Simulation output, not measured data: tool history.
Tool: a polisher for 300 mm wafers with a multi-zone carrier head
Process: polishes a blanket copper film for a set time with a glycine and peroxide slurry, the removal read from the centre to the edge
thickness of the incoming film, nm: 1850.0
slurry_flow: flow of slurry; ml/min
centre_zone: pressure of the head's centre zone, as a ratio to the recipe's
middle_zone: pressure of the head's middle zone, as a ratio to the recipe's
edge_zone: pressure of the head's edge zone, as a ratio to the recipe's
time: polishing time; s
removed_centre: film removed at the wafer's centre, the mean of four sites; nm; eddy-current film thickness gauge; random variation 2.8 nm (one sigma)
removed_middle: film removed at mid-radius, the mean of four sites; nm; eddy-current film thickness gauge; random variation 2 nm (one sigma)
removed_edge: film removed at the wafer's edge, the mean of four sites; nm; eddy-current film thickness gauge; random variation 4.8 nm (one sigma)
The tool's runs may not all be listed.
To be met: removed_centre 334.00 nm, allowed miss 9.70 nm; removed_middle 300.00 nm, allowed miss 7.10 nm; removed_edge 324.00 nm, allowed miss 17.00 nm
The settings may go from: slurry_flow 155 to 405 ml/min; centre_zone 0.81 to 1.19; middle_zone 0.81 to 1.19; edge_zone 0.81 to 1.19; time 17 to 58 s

run	hour	slurry_flow	centre_zone	middle_zone	edge_zone	time	removed_centre	removed_middle	removed_edge
1	0.0	260	1.00	1.00	1.00	37	223.93	227.40	229.93
2	6.9	265	1.02	1.00	1.02	38	239.62	235.86	231.04
3	15.8	265	1.02	1.00	1.02	42	266.03	258.40	255.77
4	18.4	265	1.02	1.00	1.02	50	310.36	311.08	301.11
5	25.2	265	1.02	0.99	1.03	50	313.47	304.59	313.23
6	32.8	300	1.02	0.99	1.03	50	315.19	304.07	301.23
7	36.4	295	1.02	0.99	1.04	50	314.38	306.11	300.74
8	39.5	290	1.02	0.98	1.04	50	315.88	303.87	308.08
9	46.1	280	1.04	0.96	1.06	50	316.13	303.39	303.84
10	54.9	280	1.04	0.95	1.06	50	316.02	297.13	305.74
11	58.1	275	1.04	0.94	1.06	50	319.07	291.40	309.38
12	62.7	270	1.04	0.94	1.06	50	318.87	297.30	313.05

4 next moves are on the table. One of them brings every result within its allowed miss. Which?
A	67.3	235	0.98	0.96	1.07	49	?	?	?
B	67.3	375	0.99	0.96	1.02	47	?	?	?
C	67.3	250	1.00	1.00	1.02	48	?	?	?
D	67.3	345	1.05	0.92	1.11	51	?	?	?

move	removed_centre	removed_middle	removed_edge
A	294.30	290.02	302.67
B	296.00	287.85	291.00
C	295.51	294.14	290.51
D	337.37	301.06	328.09
A: further off than the last run
B: further off than the last run
C: further off than the last run
D: meets every target
Answer: D
